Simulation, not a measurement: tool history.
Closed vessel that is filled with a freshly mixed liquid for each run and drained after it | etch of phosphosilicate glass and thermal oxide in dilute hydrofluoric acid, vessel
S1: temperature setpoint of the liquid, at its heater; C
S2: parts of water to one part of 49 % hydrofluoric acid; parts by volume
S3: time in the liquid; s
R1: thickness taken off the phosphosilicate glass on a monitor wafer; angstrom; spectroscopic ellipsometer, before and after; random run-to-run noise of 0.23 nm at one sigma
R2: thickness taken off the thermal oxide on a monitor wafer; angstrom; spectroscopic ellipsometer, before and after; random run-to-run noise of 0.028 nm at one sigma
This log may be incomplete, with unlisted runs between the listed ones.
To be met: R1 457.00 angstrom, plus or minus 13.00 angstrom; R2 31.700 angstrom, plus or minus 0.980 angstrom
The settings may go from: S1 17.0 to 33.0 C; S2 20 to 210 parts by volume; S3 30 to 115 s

run	hour	S1	S2	S3	R1	R2
1	0.0	25.0	115	60	394.22	26.758
2	7.5	28.0	115	60	439.30	30.445
3	11.3	28.0	115	45	326.49	22.863
4	17.7	26.0	115	45	304.72	21.078
5	21.7	26.0	115	35	237.03	16.370
6	27.3	27.0	105	35	272.91	18.920
7	29.1	28.0	95	35	319.41	22.329
8	33.2	29.0	90	35	351.40	24.625
9	35.9	29.5	85	35	381.29	26.540

Exercise: of the 4 proposed moves below, exactly one satisfies all targets within the stated allowed misses. Which move is it?
A	38.6	33.0	95	45	?	?
B	38.6	32.0	110	55	?	?
C	38.6	28.0	65	35	?	?
D	38.6	31.0	85	40	?	?

move	R1	R2
A	491.23	34.643
B	488.86	34.475
C	482.75	34.044
D	459.96	32.437
A: takes the biggest miss from the last run beyond its target
B: takes the biggest miss from the last run beyond its target
C: takes the biggest miss from the last run beyond its target
D: in spec on every target
So the answer is move D, the one that meets all the targets.

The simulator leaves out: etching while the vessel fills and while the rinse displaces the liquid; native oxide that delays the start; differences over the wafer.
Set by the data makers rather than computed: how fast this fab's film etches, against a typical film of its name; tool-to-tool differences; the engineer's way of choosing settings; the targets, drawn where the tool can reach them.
